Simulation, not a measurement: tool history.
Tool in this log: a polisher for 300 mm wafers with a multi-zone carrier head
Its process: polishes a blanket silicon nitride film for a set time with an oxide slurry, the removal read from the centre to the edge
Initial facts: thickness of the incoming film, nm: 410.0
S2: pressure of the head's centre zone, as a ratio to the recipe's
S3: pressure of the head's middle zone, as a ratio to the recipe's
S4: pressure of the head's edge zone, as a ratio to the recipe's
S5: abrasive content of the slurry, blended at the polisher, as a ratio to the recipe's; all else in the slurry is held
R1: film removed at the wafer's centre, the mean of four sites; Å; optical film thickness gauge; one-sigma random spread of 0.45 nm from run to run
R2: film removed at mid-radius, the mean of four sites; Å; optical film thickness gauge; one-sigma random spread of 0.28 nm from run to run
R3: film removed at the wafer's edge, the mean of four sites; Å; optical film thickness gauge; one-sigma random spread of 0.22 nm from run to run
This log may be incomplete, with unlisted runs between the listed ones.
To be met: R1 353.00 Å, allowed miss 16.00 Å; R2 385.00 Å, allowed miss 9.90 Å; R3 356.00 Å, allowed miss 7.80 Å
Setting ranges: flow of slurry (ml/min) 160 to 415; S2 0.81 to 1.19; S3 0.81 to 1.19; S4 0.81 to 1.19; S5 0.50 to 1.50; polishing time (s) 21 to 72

{"run": 1, "hour": 0.0, "flow of slurry (ml/min)": 265, "S2": 1.0, "S3": 1.0, "S4": 1.0, "S5": 1.0, "polishing time (s)": 46, "R1": 426.18, "R2": 409.52, "R3": 411.68}
{"run": 2, "hour": 2.6, "flow of slurry (ml/min)": 265, "S2": 1.0, "S3": 1.0, "S4": 1.0, "S5": 0.9, "polishing time (s)": 46, "R1": 395.29, "R2": 393.78, "R3": 396.82}
{"run": 3, "hour": 6.3, "flow of slurry (ml/min)": 255, "S2": 0.99, "S3": 1.0, "S4": 0.97, "S5": 0.9, "polishing time (s)": 46, "R1": 385.6, "R2": 388.02, "R3": 396.58}
{"run": 4, "hour": 14.5, "flow of slurry (ml/min)": 255, "S2": 0.99, "S3": 1.0, "S4": 0.97, "S5": 0.9, "polishing time (s)": 40, "R1": 334.77, "R2": 343.32, "R3": 338.42}
{"run": 5, "hour": 20.4, "flow of slurry (ml/min)": 270, "S2": 0.99, "S3": 1.02, "S4": 0.98, "S5": 0.9, "polishing time (s)": 40, "R1": 344.17, "R2": 350.5, "R3": 343.91}
{"run": 6, "hour": 27.2, "flow of slurry (ml/min)": 280, "S2": 0.98, "S3": 1.04, "S4": 0.98, "S5": 0.9, "polishing time (s)": 40, "R1": 343.7, "R2": 354.11, "R3": 347.18}
{"run": 7, "hour": 30.5, "flow of slurry (ml/min)": 285, "S2": 0.98, "S3": 1.06, "S4": 0.98, "S5": 0.9, "polishing time (s)": 40, "R1": 340.04, "R2": 360.98, "R3": 346.81}
{"run": 8, "hour": 38.0, "flow of slurry (ml/min)": 285, "S2": 0.98, "S3": 1.06, "S4": 0.98, "S5": 0.9, "polishing time (s)": 40, "R1": 345.44, "R2": 363.05, "R3": 347.71}
{"hour": 46.8, "done": "worn pad replaced by a new one"}
{"run": 9, "hour": 46.8, "flow of slurry (ml/min)": 335, "S2": 0.98, "S3": 1.11, "S4": 1.0, "S5": 0.9, "polishing time (s)": 40, "R1": 393.78, "R2": 436.34, "R3": 405.35}
{"run": 10, "hour": 54.9, "flow of slurry (ml/min)": 320, "S2": 0.98, "S3": 1.11, "S4": 1.0, "S5": 0.9, "polishing time (s)": 40, "R1": 396.67, "R2": 435.82, "R3": 403.97}
{"run": 11, "hour": 61.2, "flow of slurry (ml/min)": 300, "S2": 0.98, "S3": 1.11, "S4": 1.0, "S5": 0.9, "polishing time (s)": 40, "R1": 384.59, "R2": 434.27, "R3": 398.84}
{"run": 12, "hour": 66.6, "flow of slurry (ml/min)": 285, "S2": 0.98, "S3": 1.1, "S4": 0.99, "S5": 0.9, "polishing time (s)": 40, "R1": 393.04, "R2": 422.65, "R3": 398.8}
{"run": 13, "hour": 72.1, "flow of slurry (ml/min)": 300, "S2": 0.98, "S3": 1.09, "S4": 0.99, "S5": 0.9, "polishing time (s)": 40, "R1": 390.84, "R2": 425.67, "R3": 398.33}
{"run": 14, "hour": 77.8, "flow of slurry (ml/min)": 295, "S2": 0.97, "S3": 1.08, "S4": 0.97, "S5": 0.9, "polishing time (s)": 40, "R1": 390.1, "R2": 420.92, "R3": 396.42}
{"run": 15, "hour": 83.4, "flow of slurry (ml/min)": 275, "S2": 0.98, "S3": 1.09, "S4": 0.97, "S5": 0.9, "polishing time (s)": 40, "R1": 389.17, "R2": 422.4, "R3": 394.51}
{"run": 16, "hour": 89.7, "flow of slurry (ml/min)": 280, "S2": 0.98, "S3": 1.09, "S4": 0.96, "S5": 0.9, "polishing time (s)": 40, "R1": 384.97, "R2": 419.48, "R3": 393.71}
{"run": 17, "hour": 95.9, "flow of slurry (ml/min)": 305, "S2": 0.98, "S3": 1.09, "S4": 0.97, "S5": 0.9, "polishing time (s)": 40, "R1": 395.38, "R2": 426.84, "R3": 393.9}

Which single option among these 5 for the next run brings every result within its allowed miss of target? Just one does.
{"run": "A", "hour": 102.1, "flow of slurry (ml/min)": 310, "S2": 0.91, "S3": 0.87, "S4": 1.09, "S5": 0.95, "polishing time (s)": 40, "R1": "?", "R2": "?", "R3": "?"}
{"run": "B", "hour": 102.1, "flow of slurry (ml/min)": 200, "S2": 1.02, "S3": 1.02, "S4": 0.93, "S5": 0.8, "polishing time (s)": 49, "R1": "?", "R2": "?", "R3": "?"}
{"run": "C", "hour": 102.1, "flow of slurry (ml/min)": 280, "S2": 0.99, "S3": 1.12, "S4": 1.0, "S5": 0.5, "polishing time (s)": 45, "R1": "?", "R2": "?", "R3": "?"}
{"run": "D", "hour": 102.1, "flow of slurry (ml/min)": 320, "S2": 0.95, "S3": 1.16, "S4": 0.91, "S5": 0.85, "polishing time (s)": 35, "R1": "?", "R2": "?", "R3": "?"}
{"run": "E", "hour": 102.1, "flow of slurry (ml/min)": 250, "S2": 0.96, "S3": 0.99, "S4": 1.01, "S5": 0.75, "polishing time (s)": 52, "R1": "?", "R2": "?", "R3": "?"}

move=A R1=372.41 R2=361.44 R3=423.78
move=B R1=449.77 R2=446.73 R3=439.56
move=C R1=349.47 R2=385.07 R3=353.83
move=D R1=327.89 R2=387.60 R3=333.44
move=E R1=454.02 R2=465.82 R3=479.40
A: the biggest miss grows against the last run
B: the biggest miss grows against the last run
C: hits every target within its allowed miss
D: moves the result that the last run missed by most past its target, out the other side
E: the biggest miss grows against the last run
C is the move that brings every result within its allowed miss.
